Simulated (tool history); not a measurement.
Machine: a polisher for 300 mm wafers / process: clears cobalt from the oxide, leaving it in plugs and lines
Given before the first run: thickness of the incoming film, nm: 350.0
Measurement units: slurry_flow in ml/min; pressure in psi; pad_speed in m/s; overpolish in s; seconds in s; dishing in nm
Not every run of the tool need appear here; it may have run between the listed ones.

run,day,slurry_flow,pressure,pad_speed,overpolish,seconds,dishing
1,0,175,1.3,0.92,16,118.69,29.093
2,0.229,175,1.3,0.92,13,118.04,26.115
3,0.3,175,1.3,0.82,13,127.21,24.937
4,0.496,175,1.3,0.82,11,125.73,21.895
5,0.571,175,1.3,0.82,5,127.96,11.805
6,0.742,175,1.3,0.82,10,128.35,20.501
7,0.904,180,1.3,0.84,10,123.81,20.975

Run 8 has not been measured yet. What should we expect?
8,1.154,175,1.3,0.84,10,?,?

Run 8 gave seconds 125.47 s, dishing 20.91 nm.

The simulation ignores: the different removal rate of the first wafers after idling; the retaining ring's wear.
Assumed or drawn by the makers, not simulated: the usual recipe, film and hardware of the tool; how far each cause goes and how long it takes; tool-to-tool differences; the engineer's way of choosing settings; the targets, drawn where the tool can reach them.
